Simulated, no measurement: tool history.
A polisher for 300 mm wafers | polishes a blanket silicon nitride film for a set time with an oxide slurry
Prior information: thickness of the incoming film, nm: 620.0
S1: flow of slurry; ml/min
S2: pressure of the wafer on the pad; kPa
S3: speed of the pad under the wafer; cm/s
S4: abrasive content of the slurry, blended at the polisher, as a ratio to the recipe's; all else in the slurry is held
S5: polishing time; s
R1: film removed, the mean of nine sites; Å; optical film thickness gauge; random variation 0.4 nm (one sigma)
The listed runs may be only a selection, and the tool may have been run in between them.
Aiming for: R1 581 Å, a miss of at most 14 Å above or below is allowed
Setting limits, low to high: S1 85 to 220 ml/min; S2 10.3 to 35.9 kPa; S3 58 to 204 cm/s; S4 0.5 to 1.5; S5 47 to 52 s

| run | hour | S1 | S2 | S3 | S4 | S5 | R1 |
|---|---|---|---|---|---|---|---|
| 1 | 0 | 140 | 22.8 | 130 | 1 | 52 | 335.85 |
| 2 | 8.2 | 145 | 24.1 | 130 | 1 | 52 | 358.85 |
| 3 | 10 | 150 | 25.5 | 130 | 1 | 52 | 380.19 |
| 4 | 17.9 | 155 | 26.9 | 130 | 1 | 52 | 399.92 |
| 5 | 21.8 | 155 | 28.3 | 130 | 1 | 52 | 424.41 |
| 6 | 22.8 | 155 | 28.3 | 130 | 1 | 47 | 381.52 |
| 7 | 29 | 160 | 29 | 132 | 1 | 47 | 399.8 |
| 8 | 36 | 160 | 29.6 | 134 | 1 | 47 | 407.26 |
| 9 | 44.5 | 160 | 30.3 | 138 | 1 | 47 | 429.95 |
|  | 45.7 | worn pad replaced by a new one |
| 10 | 45.7 | 160 | 31 | 140 | 1 | 47 | 512.05 |
| 11 | 51.2 | 155 | 31 | 140 | 1 | 47 | 505.47 |
| 12 | 55.6 | 150 | 31 | 140 | 1 | 47 | 504.02 |
| 13 | 63 | 145 | 31 | 140 | 1 | 47 | 501 |
| 14 | 68.1 | 185 | 33.8 | 140 | 1 | 47 | 564.36 |

Which one of the following 4 next-run settings gets every result inside its allowed miss? There is exactly one.
| A | 73.2 | 185 | 30.3 | 136 | 1 | 52 | ? |
| B | 73.2 | 205 | 35.9 | 134 | 0.9 | 49 | ? |
| C | 73.2 | 140 | 26.9 | 154 | 1.15 | 50 | ? |
| D | 73.2 | 205 | 33.1 | 124 | 1 | 49 | ? |

| move | R1 |
|---|---|
| A | 549.23 |
| B | 577.3 |
| C | 534.9 |
| D | 529.58 |
A: lands further from the targets than the last run did
B: meets every target
C: lands further from the targets than the last run did
D: lands further from the targets than the last run did
So the answer is move B, the one that meets all the targets.
